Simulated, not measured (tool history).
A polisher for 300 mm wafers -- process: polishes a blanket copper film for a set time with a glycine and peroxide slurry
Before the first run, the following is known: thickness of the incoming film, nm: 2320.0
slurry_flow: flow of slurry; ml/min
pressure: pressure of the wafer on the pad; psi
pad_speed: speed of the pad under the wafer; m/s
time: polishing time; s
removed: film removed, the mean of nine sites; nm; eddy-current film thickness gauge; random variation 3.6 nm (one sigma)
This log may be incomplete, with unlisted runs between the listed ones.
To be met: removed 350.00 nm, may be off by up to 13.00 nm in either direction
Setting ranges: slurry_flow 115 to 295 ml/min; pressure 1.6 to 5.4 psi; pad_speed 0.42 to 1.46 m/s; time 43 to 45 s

run	hour	slurry_flow	pressure	pad_speed	time	removed
1	0.0	190	3.5	0.94	43	252.44
2	6.8	160	3.5	0.94	43	251.07
3	8.1	160	3.8	0.94	43	273.61
4	14.0	140	3.8	0.94	43	259.80
5	20.6	140	3.8	1.08	43	290.46
6	25.1	170	3.8	1.08	43	304.91
7	29.5	180	3.9	1.08	43	318.16
8	35.9	185	4.0	1.08	43	323.33
9	36.6	190	4.1	1.08	43	330.75

Which of these 5 next moves meets every target?
A	37.3	170	3.6	1.34	43	?
B	37.3	145	3.8	1.20	43	?
C	37.3	215	4.0	0.98	44	?
D	37.3	205	4.2	0.98	44	?
E	37.3	155	4.0	1.10	44	?

move	removed
A	355.07
B	326.58
C	311.36
D	322.04
E	327.12
A: every result lands within tolerance
B: the biggest miss grows against the last run
C: the biggest miss grows against the last run
D: the biggest miss grows against the last run
E: the biggest miss grows against the last run
Correct choice: A, which meets every target

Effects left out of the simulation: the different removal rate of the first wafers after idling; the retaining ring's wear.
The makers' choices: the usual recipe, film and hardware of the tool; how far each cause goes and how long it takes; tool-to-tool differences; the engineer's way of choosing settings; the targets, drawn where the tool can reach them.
